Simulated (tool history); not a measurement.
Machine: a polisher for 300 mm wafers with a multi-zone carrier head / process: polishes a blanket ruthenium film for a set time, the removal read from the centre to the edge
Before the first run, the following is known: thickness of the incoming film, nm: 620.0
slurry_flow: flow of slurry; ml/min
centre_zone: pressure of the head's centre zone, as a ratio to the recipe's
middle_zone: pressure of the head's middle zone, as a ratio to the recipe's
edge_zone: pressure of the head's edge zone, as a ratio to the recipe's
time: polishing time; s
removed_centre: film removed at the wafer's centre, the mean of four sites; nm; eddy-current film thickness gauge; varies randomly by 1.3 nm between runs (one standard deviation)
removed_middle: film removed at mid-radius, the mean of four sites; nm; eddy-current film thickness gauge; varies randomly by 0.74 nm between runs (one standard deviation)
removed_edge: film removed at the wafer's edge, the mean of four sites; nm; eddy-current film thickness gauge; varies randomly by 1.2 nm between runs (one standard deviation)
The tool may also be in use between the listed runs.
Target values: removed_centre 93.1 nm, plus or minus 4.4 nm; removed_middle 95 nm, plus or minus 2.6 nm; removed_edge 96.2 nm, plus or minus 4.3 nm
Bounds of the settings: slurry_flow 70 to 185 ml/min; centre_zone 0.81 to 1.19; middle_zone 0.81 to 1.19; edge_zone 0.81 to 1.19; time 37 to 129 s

run 1 hour=0 | slurry_flow=120 centre_zone=1 middle_zone=1 edge_zone=1 time=83 | removed_centre=66.227 removed_middle=66.869 removed_edge=69.145
run 2 hour=1.1 | slurry_flow=135 centre_zone=1 middle_zone=1 edge_zone=1 time=83 | removed_centre=68.999 removed_middle=69.682 removed_edge=69.592
run 3 hour=5.3 | slurry_flow=135 centre_zone=1.01 middle_zone=1.01 edge_zone=1.02 time=86 | removed_centre=73.724 removed_middle=71.802 removed_edge=72.536
run 4 hour=12.2 | slurry_flow=135 centre_zone=1.01 middle_zone=1.01 edge_zone=1.02 time=70 | removed_centre=56.903 removed_middle=59.261 removed_edge=59.508
run 5 hour=13.6 | slurry_flow=135 centre_zone=1.01 middle_zone=1.02 edge_zone=1.03 time=74 | removed_centre=61.708 removed_middle=62.229 removed_edge=61.621
run 6 hour=21.4 | slurry_flow=135 centre_zone=1.05 middle_zone=1.02 edge_zone=1.03 time=74 | removed_centre=63.561 removed_middle=61.835 removed_edge=63.398
run 7 hour=29.8 | slurry_flow=160 centre_zone=1.14 middle_zone=1.12 edge_zone=1.13 time=97 | removed_centre=93.872 removed_middle=91.049 removed_edge=88.278
run 8 hour=36.3 | slurry_flow=160 centre_zone=1.13 middle_zone=1.12 edge_zone=1.14 time=97 | removed_centre=92.843 removed_middle=90.755 removed_edge=89.104

Of the 4 settings listed for the next run, only one would bring every result within its allowed miss of target. Which one?
run A hour=42.8 | slurry_flow=155 centre_zone=1.19 middle_zone=1.08 edge_zone=1.07 time=93 | removed_centre=? removed_middle=? removed_edge=?
run B hour=42.8 | slurry_flow=170 centre_zone=1.07 middle_zone=1.1 edge_zone=1.19 time=102 | removed_centre=? removed_middle=? removed_edge=?
run C hour=42.8 | slurry_flow=160 centre_zone=1.09 middle_zone=1.04 edge_zone=1.1 time=96 | removed_centre=? removed_middle=? removed_edge=?
run D hour=42.8 | slurry_flow=185 centre_zone=1.19 middle_zone=1.06 edge_zone=0.98 time=90 | removed_centre=? removed_middle=? removed_edge=?

move=A removed_centre=91.727 removed_middle=84.716 removed_edge=82.73
move=B removed_centre=93.886 removed_middle=95.897 removed_edge=96.878
move=C removed_centre=88.647 removed_middle=85.18 removed_edge=86.985
move=D removed_centre=91.689 removed_middle=83.056 removed_edge=78.349
A: the biggest miss grows against the last run
B: every result within its allowed miss
C: the biggest miss grows against the last run
D: the biggest miss grows against the last run
Move B is the one to make.

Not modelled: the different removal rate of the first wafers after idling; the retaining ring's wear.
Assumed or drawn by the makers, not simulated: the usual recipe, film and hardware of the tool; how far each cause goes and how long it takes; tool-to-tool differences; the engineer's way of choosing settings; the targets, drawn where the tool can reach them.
